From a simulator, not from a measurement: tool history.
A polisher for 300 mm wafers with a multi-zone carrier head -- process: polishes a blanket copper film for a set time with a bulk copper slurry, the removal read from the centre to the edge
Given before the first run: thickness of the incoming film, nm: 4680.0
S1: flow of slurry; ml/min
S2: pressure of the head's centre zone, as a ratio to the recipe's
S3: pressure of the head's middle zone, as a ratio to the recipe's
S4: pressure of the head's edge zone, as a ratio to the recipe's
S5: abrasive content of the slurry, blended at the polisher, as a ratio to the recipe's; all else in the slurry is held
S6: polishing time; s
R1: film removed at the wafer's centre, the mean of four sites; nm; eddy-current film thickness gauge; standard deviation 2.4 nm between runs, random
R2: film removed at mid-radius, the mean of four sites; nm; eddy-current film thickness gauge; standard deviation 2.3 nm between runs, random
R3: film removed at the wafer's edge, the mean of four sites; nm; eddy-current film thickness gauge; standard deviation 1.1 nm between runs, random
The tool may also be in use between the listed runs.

run	hour	S1	S2	S3	S4	S5	S6	R1	R2	R3
1	0.0	240	1.00	1.00	1.00	1.00	32	244.73	247.97	254.76
2	5.6	295	1.00	1.00	1.00	1.00	32	261.08	252.44	256.81
3	7.1	295	1.00	1.00	1.00	1.20	32	260.54	255.88	269.10
4	9.7	285	0.95	1.00	0.96	1.00	29	222.43	221.39	226.12
5	10.4	270	0.91	1.02	0.92	0.85	28	199.89	213.08	210.04
6	13.3	265	0.90	1.04	0.89	0.75	27	182.05	206.78	193.35
7	21.7	260	0.90	1.03	0.87	0.65	27	180.33	200.26	187.14

For run 8, what comes out?
# hour 28.0: edge zone pressure recalibrated
8	28.0	250	0.89	1.03	0.85	0.60	27	?	?	?

R1: 172.27 nm
R2: 195.86 nm
R3: 177.24 nm

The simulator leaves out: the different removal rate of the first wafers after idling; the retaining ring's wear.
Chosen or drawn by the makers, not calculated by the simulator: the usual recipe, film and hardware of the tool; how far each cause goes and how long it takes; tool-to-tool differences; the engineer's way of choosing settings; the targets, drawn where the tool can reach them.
